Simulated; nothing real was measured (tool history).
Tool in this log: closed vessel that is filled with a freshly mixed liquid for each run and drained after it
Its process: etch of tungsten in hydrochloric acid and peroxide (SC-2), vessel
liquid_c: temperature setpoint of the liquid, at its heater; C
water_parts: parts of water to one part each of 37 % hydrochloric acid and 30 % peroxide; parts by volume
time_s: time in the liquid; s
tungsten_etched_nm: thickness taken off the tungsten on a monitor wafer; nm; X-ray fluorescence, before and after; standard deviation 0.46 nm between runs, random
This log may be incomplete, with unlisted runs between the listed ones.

run    day  liquid_c  water_parts  time_s  tungsten_etched_nm
  1  0.000      56.0          7.5      95              30.966
  2  0.238      56.0          6.0      95              37.101
  3  0.408      56.5          6.0      95              38.197
  4  0.583      62.5          6.0      95              55.816
  5  0.688      66.5          6.0      95              71.358
  6  0.708      65.5          6.0      95              68.013

Run 7 is up next; what results do you expect?
  7  0.962      64.5          6.0      95                   ?

Logged for run 7: tungsten_etched_nm 64.039 nm.

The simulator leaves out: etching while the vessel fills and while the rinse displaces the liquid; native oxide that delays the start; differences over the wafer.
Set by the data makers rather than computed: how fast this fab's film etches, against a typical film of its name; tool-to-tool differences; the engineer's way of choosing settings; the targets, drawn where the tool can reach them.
